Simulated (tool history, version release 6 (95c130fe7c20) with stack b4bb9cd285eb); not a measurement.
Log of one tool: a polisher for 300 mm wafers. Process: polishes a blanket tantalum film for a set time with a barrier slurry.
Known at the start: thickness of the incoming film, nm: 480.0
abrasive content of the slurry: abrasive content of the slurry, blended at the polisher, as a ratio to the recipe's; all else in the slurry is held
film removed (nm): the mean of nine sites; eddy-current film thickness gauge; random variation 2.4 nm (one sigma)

run  hour  flow of slurry (ml/min)  pressure of the wafer on the pad (kPa)  speed of the pad under the wafer (m/s)  abrasive content of the slurry  polishing time (s)  film removed (nm)
  1     0                      135                                    10.3                                    1.26                               1                  82             126.95
  2   6.7                      135                                      11                                    1.26                               1                  82             136.18
  3  10.3                      115                                      11                                    1.26                               1                  82             131.32
  4  11.1                      115                                      11                                    1.26                             1.1                  82             130.82
  5  18.3                      115                                       9                                    1.26                             1.1                  82             108.24
  6    27                      120                                    10.3                                    1.28                             1.1                  82             128.72

Forecast run 7:
  7  31.6                      135                                    13.1                                     1.3                             1.1                  82                  ?

Run 7 gave film removed (nm) 168.17.

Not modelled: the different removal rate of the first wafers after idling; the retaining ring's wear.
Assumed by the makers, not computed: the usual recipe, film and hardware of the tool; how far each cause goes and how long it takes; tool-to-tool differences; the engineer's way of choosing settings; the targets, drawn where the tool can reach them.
